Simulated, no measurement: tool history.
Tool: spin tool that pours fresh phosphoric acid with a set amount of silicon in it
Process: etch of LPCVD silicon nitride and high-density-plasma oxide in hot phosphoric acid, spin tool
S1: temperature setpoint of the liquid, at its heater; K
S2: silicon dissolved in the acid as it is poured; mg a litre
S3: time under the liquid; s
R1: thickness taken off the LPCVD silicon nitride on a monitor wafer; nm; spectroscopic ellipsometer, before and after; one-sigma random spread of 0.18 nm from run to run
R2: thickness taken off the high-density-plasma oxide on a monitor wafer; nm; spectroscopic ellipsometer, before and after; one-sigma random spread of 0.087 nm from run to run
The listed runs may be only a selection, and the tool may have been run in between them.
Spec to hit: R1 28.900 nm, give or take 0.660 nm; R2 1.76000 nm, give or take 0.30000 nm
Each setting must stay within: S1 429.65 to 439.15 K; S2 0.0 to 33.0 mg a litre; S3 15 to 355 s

run  hour      S1    S2   S3      R1       R2
  1   0.0  434.15  14.5  180  16.309  0.67458
  2   8.0  434.15  14.5  210  19.001  0.83671
  3  13.8  434.15   6.5  210  18.928  0.91098
  4  18.8  435.15   6.0  220  20.593  1.12150
  5  22.0  435.15  11.5  220  20.649  0.93548
  6  23.7  433.65  11.5  220  19.442  0.88367
  7  32.2  434.65  10.0  230  21.078  1.05090
  8  39.7  435.65  10.0  240  22.778  1.06030
  9  44.6  436.15   1.0  290  28.160  1.76930
 10  51.4  436.15   1.5  290  27.554  1.56520

Of the 5 settings listed for the next run, only one would bring every result within its allowed miss of target. Which one?
  A  58.2  435.15   0.0  275   ?   ?
  B  58.2  437.15   3.0  290   ?   ?
  C  58.2  437.15   0.0  270   ?   ?
  D  58.2  436.65  20.0  285   ?   ?
  E  58.2  435.15  15.0  325   ?   ?

move      R1       R2
   A  25.567  1.46640
   B  28.809  1.69220
   C  26.822  1.66640
   D  27.848  1.07930
   E  30.216  1.26040
A: its largest miss is bigger than the last run's
B: all results land within tolerance of their targets
C: its largest miss is bigger than the last run's
D: its largest miss is bigger than the last run's
E: pushes the last run's worst result past its target
Correct choice: B, which meets every target
